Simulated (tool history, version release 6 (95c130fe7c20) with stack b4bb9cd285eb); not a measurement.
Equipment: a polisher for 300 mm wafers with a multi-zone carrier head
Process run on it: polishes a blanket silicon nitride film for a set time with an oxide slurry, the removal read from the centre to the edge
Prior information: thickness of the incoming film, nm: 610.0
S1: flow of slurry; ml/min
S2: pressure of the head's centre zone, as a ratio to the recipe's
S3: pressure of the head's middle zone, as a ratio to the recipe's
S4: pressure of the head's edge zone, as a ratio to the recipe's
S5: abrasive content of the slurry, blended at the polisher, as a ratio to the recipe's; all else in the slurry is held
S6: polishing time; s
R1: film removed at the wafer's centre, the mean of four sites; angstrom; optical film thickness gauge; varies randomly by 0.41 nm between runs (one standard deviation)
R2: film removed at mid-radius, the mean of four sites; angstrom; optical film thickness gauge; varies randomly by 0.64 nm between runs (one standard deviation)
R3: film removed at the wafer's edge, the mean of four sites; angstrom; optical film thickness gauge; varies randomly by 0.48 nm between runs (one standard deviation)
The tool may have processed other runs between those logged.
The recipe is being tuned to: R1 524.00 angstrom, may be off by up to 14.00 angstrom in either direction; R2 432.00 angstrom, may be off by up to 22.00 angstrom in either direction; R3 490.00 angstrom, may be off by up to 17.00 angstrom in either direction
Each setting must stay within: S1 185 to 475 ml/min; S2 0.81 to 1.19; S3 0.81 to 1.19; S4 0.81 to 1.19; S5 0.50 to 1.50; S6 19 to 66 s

run 1 day=0.000 | S1=305 S2=1.00 S3=1.00 S4=1.00 S5=1.00 S6=42 | R1=336.79 R2=335.46 R3=339.00
run 2 day=0.358 | S1=305 S2=1.02 S3=1.00 S4=1.02 S5=1.05 S6=42 | R1=354.47 R2=350.52 R3=355.13
run 3 day=0.458 | S1=310 S2=1.04 S3=0.99 S4=1.04 S5=1.10 S6=42 | R1=371.40 R2=355.44 R3=362.79
run 4 day=0.704 | S1=310 S2=1.04 S3=0.99 S4=1.04 S5=1.10 S6=32 | R1=281.19 R2=270.13 R3=282.57
run 5 day=0.804 | S1=310 S2=1.05 S3=0.98 S4=1.05 S5=1.15 S6=33 | R1=306.81 R2=293.34 R3=294.04
run 6 day=1.104 | S1=310 S2=1.05 S3=0.96 S4=1.07 S5=1.15 S6=35 | R1=323.86 R2=299.34 R3=323.19
run 7 day=1.196 | S1=310 S2=1.06 S3=0.96 S4=1.08 S5=1.20 S6=36 | R1=341.62 R2=311.56 R3=337.26
run 8 day=1.462 | S1=310 S2=1.07 S3=0.96 S4=1.09 S5=1.25 S6=37 | R1=364.64 R2=330.34 R3=360.31
run 9 day=1.704 | S1=310 S2=1.08 S3=0.96 S4=1.10 S5=1.30 S6=38 | R1=381.59 R2=351.90 R3=371.94
run 10 day=1.767 | S1=315 S2=1.09 S3=0.95 S4=1.11 S5=1.30 S6=39 | R1=396.82 R2=356.65 R3=384.79

Exercise: of the 4 proposed moves below, exactly one satisfies all targets within the stated allowed misses. Which move is it?
run A day=1.829 | S1=385 S2=1.11 S3=0.89 S4=1.11 S5=1.40 S6=48 | R1=? R2=? R3=?
run B day=1.829 | S1=350 S2=1.07 S3=0.91 S4=1.14 S5=1.35 S6=48 | R1=? R2=? R3=?
run C day=1.829 | S1=275 S2=1.19 S3=0.90 S4=1.11 S5=1.40 S6=49 | R1=? R2=? R3=?
run D day=1.829 | S1=325 S2=1.10 S3=0.84 S4=1.19 S5=1.15 S6=51 | R1=? R2=? R3=?

move=A R1=537.22 R2=432.94 R3=492.34
move=B R1=504.72 R2=430.30 R3=485.84
move=C R1=567.21 R2=431.46 R3=490.04
move=D R1=503.38 R2=391.08 R3=480.76
A: every result within its allowed miss
B: closes in on the targets versus the last run, not all within tolerance yet
C: takes the result that was furthest off past its target
D: closes in on the targets versus the last run, not all within tolerance yet
Answer: A

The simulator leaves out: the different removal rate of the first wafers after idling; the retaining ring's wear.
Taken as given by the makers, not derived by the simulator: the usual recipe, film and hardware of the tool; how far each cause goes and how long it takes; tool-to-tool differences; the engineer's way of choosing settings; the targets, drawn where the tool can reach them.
